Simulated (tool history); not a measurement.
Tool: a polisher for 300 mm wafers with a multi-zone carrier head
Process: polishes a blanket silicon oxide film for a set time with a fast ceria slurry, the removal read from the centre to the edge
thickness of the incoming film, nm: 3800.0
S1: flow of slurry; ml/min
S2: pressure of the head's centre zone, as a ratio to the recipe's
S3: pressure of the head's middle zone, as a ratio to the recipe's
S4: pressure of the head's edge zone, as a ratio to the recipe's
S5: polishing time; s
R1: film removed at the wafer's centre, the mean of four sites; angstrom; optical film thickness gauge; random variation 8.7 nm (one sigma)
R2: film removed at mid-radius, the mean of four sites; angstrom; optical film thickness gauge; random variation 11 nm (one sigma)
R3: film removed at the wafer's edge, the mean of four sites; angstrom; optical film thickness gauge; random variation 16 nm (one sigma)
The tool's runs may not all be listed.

| run | hour | S1 | S2 | S3 | S4 | S5 | R1 | R2 | R3 |
|---|---|---|---|---|---|---|---|---|---|
| 1 | 0 | 200 | 1 | 1 | 1 | 72 | 10370 | 10013 | 9797.5 |
| 2 | 4 | 200 | 1 | 1.03 | 1 | 72 | 10224 | 10232 | 10001 |
| 3 | 8.5 | 200 | 1.08 | 1.03 | 1 | 72 | 10928 | 10070 | 9831.2 |
| 4 | 11.9 | 200 | 1.08 | 1.03 | 1.05 | 72 | 10893 | 10138 | 10073 |
| 5 | 18.4 | 200 | 1.01 | 1.03 | 1.05 | 72 | 10335 | 10108 | 10091 |
| 6 | 25.1 | 165 | 1.01 | 1.03 | 1.05 | 72 | 10232 | 9858.9 | 10048 |

The next listed run, before its measurement:
| 7 | 32.1 | 215 | 1.11 | 1.13 | 1.15 | 83 | ? | ? | ? |

R1: 13098 angstrom
R2: 12691 angstrom
R3: 11921 angstrom
